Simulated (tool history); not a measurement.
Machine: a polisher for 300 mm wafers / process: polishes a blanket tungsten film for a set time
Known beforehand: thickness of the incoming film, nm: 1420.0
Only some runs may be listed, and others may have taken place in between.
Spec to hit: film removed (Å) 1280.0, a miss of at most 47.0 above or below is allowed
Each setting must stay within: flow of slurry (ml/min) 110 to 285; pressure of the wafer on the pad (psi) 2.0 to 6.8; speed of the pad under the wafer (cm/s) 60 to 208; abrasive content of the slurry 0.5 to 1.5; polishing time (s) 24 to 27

run,hour,flow of slurry (ml/min),pressure of the wafer on the pad (psi),speed of the pad under the wafer (cm/s),abrasive content of the slurry,polishing time (s),film removed (Å)
1,0.0,180,4.4,134,1.0,27,2122.1
2,7.2,180,3.9,134,1.0,27,1880.7
3,7.8,180,4.7,134,1.0,27,2250.8
4,16.1,180,4.7,134,1.0,27,2263.4
5,19.6,180,4.1,134,1.0,27,1987.0
6,25.3,155,4.1,134,1.0,27,1954.4
7,32.4,155,3.7,134,1.0,27,1724.0
8,38.4,150,3.4,134,1.0,27,1618.8
9,39.4,150,3.2,134,1.0,27,1526.0
10,41.3,150,3.0,134,1.0,27,1427.2
11,48.3,150,2.9,134,1.0,27,1394.3

4 candidate next runs follow, results not yet known. Just one meets every target within its allowed miss. Identify it.
A,55.3,165,3.3,130,1.0,24,?
B,55.3,115,3.4,142,1.2,24,?
C,55.3,135,2.6,140,0.9,25,?
D,55.3,130,3.0,126,1.0,26,?

move,film removed (Å)
A,1400.3
B,1514.6
C,1180.6
D,1289.1
A: its largest miss is bigger than the last run's
B: its largest miss is bigger than the last run's
C: carries the result that was furthest off beyond its target, to the other side
D: all results land within tolerance of their targets
D is the move that brings every result within its allowed miss.
